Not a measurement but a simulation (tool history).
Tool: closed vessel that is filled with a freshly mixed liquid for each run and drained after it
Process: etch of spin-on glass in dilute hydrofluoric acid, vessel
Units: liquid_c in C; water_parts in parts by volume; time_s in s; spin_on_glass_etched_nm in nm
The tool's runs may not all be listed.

run 1 hour=0.0 | liquid_c=24.0 water_parts=70 time_s=30 | spin_on_glass_etched_nm=21.501
run 2 hour=4.0 | liquid_c=24.0 water_parts=70 time_s=30 | spin_on_glass_etched_nm=21.411
run 3 hour=9.8 | liquid_c=24.0 water_parts=60 time_s=30 | spin_on_glass_etched_nm=25.331
run 4 hour=16.1 | liquid_c=21.5 water_parts=60 time_s=30 | spin_on_glass_etched_nm=22.783
run 5 hour=18.3 | liquid_c=22.5 water_parts=60 time_s=30 | spin_on_glass_etched_nm=23.782
run 6 hour=22.0 | liquid_c=22.5 water_parts=60 time_s=30 | spin_on_glass_etched_nm=23.828
run 7 hour=29.4 | liquid_c=23.0 water_parts=60 time_s=30 | spin_on_glass_etched_nm=24.334

Run 8 is up next; what results do you expect?
run 8 hour=36.8 | liquid_c=23.5 water_parts=60 time_s=30 | spin_on_glass_etched_nm=?

Run 8 measured spin_on_glass_etched_nm 24.810 nm.
